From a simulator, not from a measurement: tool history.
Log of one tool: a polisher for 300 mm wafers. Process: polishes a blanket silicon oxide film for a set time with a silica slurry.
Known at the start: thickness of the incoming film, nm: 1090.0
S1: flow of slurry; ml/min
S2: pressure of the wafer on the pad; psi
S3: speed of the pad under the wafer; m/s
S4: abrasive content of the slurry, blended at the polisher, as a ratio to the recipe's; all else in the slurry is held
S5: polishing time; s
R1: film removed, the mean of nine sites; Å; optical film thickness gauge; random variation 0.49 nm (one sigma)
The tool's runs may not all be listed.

run,day,S1,S2,S3,S4,S5,R1
1,0,145,3.3,1.1,1,42,1050.1
2,0.229,140,2.7,1.08,1,42,847.75
3,0.546,140,2.7,1.26,1,42,983.26
4,0.733,135,2.3,1.2,1,42,802.28
5,0.929,120,2.3,1.2,1,42,800.25
6,1.054,120,2,1.18,1,42,688.63
7,1.258,105,1.5,1.18,1,42,517.22

Run 8 comes next. What will it give?
8,1.579,115,1.5,1.18,1,42,?

R1: 544.17 Å

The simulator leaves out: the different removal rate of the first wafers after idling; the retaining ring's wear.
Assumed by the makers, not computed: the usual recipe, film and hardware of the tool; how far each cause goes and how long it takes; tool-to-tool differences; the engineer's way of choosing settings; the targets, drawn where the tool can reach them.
